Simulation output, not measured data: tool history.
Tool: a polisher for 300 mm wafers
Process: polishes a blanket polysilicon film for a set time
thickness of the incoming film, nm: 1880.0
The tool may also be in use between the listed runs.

| run | hour | flow of slurry (ml/min) | pressure of the wafer on the pad (kPa) | speed of the pad under the wafer (m/s) | polishing time (s) | film removed (nm) |
|---|---|---|---|---|---|---|
| 1 | 0 | 140 | 23.4 | 0.82 | 114 | 1075.6 |
| 2 | 3.3 | 140 | 20.7 | 0.82 | 114 | 913.57 |
| 3 | 9.9 | 140 | 20.7 | 0.82 | 119 | 963.51 |
| 4 | 11.2 | 140 | 15.9 | 0.82 | 119 | 756.82 |
| 5 | 16.5 | 140 | 15.9 | 0.72 | 119 | 653.65 |
| 6 | 22.7 | 140 | 17.2 | 0.72 | 119 | 730.29 |
| 7 | 31.1 | 140 | 18.6 | 0.72 | 119 | 759.6 |
| 8 | 38.4 | 140 | 20 | 0.72 | 119 | 818.72 |
| 9 | 45.4 | 140 | 21.4 | 0.72 | 119 | 905.67 |

Run 10 comes next. What will it give?
| 10 | 52.8 | 140 | 21.4 | 0.72 | 119 | ? |

film removed (nm): 885.43
